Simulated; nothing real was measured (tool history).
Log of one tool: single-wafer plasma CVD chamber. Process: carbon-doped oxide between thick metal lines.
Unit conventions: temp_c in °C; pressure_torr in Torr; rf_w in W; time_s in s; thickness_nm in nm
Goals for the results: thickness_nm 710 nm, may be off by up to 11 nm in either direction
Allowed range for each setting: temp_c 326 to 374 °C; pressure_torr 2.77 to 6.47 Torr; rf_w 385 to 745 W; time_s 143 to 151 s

| run | hour | temp_c | pressure_torr | rf_w | time_s | thickness_nm |
|---|---|---|---|---|---|---|
| 1 | 0 | 350 | 4.62 | 565 | 151 | 831.76 |
| 2 | 6.5 | 346 | 4.62 | 565 | 151 | 843.7 |
| 3 | 8.1 | 346 | 4.62 | 600 | 151 | 868.85 |
| 4 | 13.5 | 340 | 4.62 | 600 | 151 | 882.71 |
| 5 | 19.6 | 333 | 4.62 | 600 | 151 | 900.88 |
| 6 | 25.2 | 340 | 4.04 | 565 | 150 | 833.26 |
| 7 | 33.3 | 345 | 3.64 | 545 | 150 | 791.9 |
| 8 | 39.1 | 350 | 3.36 | 535 | 150 | 765.24 |
| 9 | 45.4 | 354 | 3.17 | 530 | 150 | 750.67 |

5 candidate next runs follow, results not yet known. Just one meets every target within its allowed miss. Identify it.
| A | 51.7 | 358 | 3.35 | 535 | 143 | ? |
| B | 51.7 | 362 | 3.83 | 560 | 150 | ? |
| C | 51.7 | 352 | 3.6 | 500 | 148 | ? |
| D | 51.7 | 352 | 3.21 | 495 | 143 | ? |
| E | 51.7 | 356 | 3.46 | 540 | 151 | ? |

| move | thickness_nm |
|---|---|
| A | 715.5 |
| B | 774.26 |
| C | 734.27 |
| D | 695.12 |
| E | 766.4 |
A: all results in spec
B: misses by more than the last run did
C: nearer the targets than the last run, but a result is still out of spec
D: the result that was furthest off in the last run now lies on the other side of its target
E: misses by more than the last run did
The move that meets every target is A.
